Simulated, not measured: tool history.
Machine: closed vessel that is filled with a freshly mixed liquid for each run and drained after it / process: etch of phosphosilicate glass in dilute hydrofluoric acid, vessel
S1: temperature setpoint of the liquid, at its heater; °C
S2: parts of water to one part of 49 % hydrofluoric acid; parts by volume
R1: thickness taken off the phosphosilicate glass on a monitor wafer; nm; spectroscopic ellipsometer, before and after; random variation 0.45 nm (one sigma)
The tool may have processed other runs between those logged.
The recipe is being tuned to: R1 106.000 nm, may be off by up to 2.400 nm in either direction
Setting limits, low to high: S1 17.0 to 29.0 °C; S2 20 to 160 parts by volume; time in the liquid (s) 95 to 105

run 1 hour=0.0 | S1=21.0 S2=90 time_in_the_liquid_(s)=95 | R1=203.830
run 2 hour=6.7 | S1=20.5 S2=95 time_in_the_liquid_(s)=95 | R1=187.760
run 3 hour=12.7 | S1=20.5 S2=95 time_in_the_liquid_(s)=105 | R1=208.570
run 4 hour=13.9 | S1=20.5 S2=95 time_in_the_liquid_(s)=105 | R1=207.790
run 5 hour=20.1 | S1=20.0 S2=100 time_in_the_liquid_(s)=105 | R1=191.260
run 6 hour=22.3 | S1=19.5 S2=105 time_in_the_liquid_(s)=105 | R1=178.010
run 7 hour=28.6 | S1=19.0 S2=110 time_in_the_liquid_(s)=105 | R1=165.030
run 8 hour=29.8 | S1=19.0 S2=115 time_in_the_liquid_(s)=105 | R1=157.690
run 9 hour=32.7 | S1=19.0 S2=120 time_in_the_liquid_(s)=105 | R1=151.320
run 10 hour=38.9 | S1=19.0 S2=125 time_in_the_liquid_(s)=105 | R1=143.780
run 11 hour=46.0 | S1=18.0 S2=135 time_in_the_liquid_(s)=105 | R1=126.580

Pick the move, out of 4, that brings all results within their allowed miss; only one does.
run A hour=53.1 | S1=22.0 S2=155 time_in_the_liquid_(s)=95 | R1=?
run B hour=53.1 | S1=17.0 S2=145 time_in_the_liquid_(s)=95 | R1=?
run C hour=53.1 | S1=18.0 S2=145 time_in_the_liquid_(s)=95 | R1=?
run D hour=53.1 | S1=17.0 S2=155 time_in_the_liquid_(s)=100 | R1=?

move=A R1=114.940
move=B R1=101.640
move=C R1=105.880
move=D R1=99.117
A: closer than the last run, but not yet in spec
B: carries the result that was furthest off beyond its target, to the other side
C: meets every target
D: carries the result that was furthest off beyond its target, to the other side
Go with C: it meets all targets.
